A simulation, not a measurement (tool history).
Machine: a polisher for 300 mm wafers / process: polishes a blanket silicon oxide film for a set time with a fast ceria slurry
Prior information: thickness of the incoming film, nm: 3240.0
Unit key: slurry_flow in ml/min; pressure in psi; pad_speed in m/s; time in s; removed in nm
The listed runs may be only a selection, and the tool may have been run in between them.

| run | day | slurry_flow | pressure | pad_speed | time | removed |
|---|---|---|---|---|---|---|
| 1 | 0 | 150 | 3.3 | 1.06 | 36 | 661.06 |
| 2 | 0.204 | 150 | 3.3 | 1.06 | 32 | 590.29 |
| 3 | 0.454 | 150 | 3.3 | 1.2 | 32 | 660.49 |
| 4 | 0.579 | 150 | 3.1 | 1.2 | 32 | 613.36 |
| 5 | 0.862 | 150 | 2.9 | 1.2 | 32 | 580.57 |
| 6 | 1.067 | 150 | 2.9 | 1.2 | 32 | 583.03 |
| 7 | 1.158 | 150 | 2.8 | 1.2 | 32 | 563.38 |
| 8 | 1.3 | 150 | 2.7 | 1.2 | 32 | 535.43 |
| 9 | 1.383 | 140 | 2 | 1.18 | 32 | 396.79 |

Run 10 comes next. What will it give?
| 10 | 1.579 | 145 | 2 | 1.18 | 32 | ? |

removed: 404.11 nm
